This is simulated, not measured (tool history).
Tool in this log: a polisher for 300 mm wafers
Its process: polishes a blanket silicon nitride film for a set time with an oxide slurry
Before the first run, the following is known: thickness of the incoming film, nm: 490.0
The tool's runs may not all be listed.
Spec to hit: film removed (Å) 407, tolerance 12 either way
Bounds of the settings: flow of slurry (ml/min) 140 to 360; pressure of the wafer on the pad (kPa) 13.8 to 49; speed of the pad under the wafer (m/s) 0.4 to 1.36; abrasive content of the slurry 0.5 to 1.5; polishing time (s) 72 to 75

| run | hour | flow of slurry (ml/min) | pressure of the wafer on the pad (kPa) | speed of the pad under the wafer (m/s) | abrasive content of the slurry | polishing time (s) | film removed (Å) |
|---|---|---|---|---|---|---|---|
| 1 | 0 | 230 | 31 | 0.88 | 1 | 72 | 499.52 |
| 2 | 7.4 | 230 | 29.6 | 0.88 | 1 | 72 | 464.82 |
| 3 | 9 | 230 | 29 | 0.88 | 1 | 72 | 463.72 |
| 4 | 17.5 | 230 | 36.5 | 0.88 | 1 | 72 | 569.58 |
| 5 | 26.3 | 230 | 36.5 | 0.88 | 1.1 | 72 | 613.24 |
| 6 | 28.4 | 230 | 36.5 | 0.88 | 1.1 | 75 | 630.36 |
| 7 | 36.5 | 230 | 33.8 | 0.88 | 1.1 | 75 | 579.33 |
| 8 | 40.9 | 230 | 31.7 | 0.88 | 1.1 | 75 | 552.29 |
| 9 | 49.2 | 230 | 29.6 | 0.88 | 1.1 | 75 | 508.38 |
| 10 | 50.2 | 230 | 28.3 | 0.88 | 1.1 | 75 | 492.96 |
| 11 | 52.5 | 230 | 26.9 | 0.88 | 1.1 | 75 | 473.25 |
| 12 | 59.6 | 230 | 26.2 | 0.88 | 1.1 | 75 | 456.78 |
| 13 | 61.7 | 230 | 25.5 | 0.88 | 1.1 | 75 | 441.4 |
| 14 | 67.7 | 230 | 24.8 | 0.88 | 1.1 | 75 | 443.56 |
| 15 | 70.8 | 230 | 24.1 | 0.88 | 1.1 | 75 | 427.13 |

Consider the 5 candidate settings below. Which is the only one whose results all fall within their allowed miss of target?
| A | 73.9 | 230 | 25.5 | 0.74 | 1.1 | 73 | ? |
| B | 73.9 | 245 | 24.8 | 0.78 | 1 | 74 | ? |
| C | 73.9 | 225 | 24.8 | 0.78 | 1.1 | 72 | ? |
| D | 73.9 | 235 | 26.2 | 0.78 | 1 | 72 | ? |
| E | 73.9 | 210 | 26.2 | 0.8 | 1.15 | 72 | ? |

| move | film removed (Å) |
|---|---|
| A | 376.4 |
| B | 369.86 |
| C | 376.05 |
| D | 377.18 |
| E | 410.07 |
A: pushes the last run's worst result past its target
B: pushes the last run's worst result past its target
C: pushes the last run's worst result past its target
D: pushes the last run's worst result past its target
E: meets every target
So the answer is move E, the one that meets all the targets.
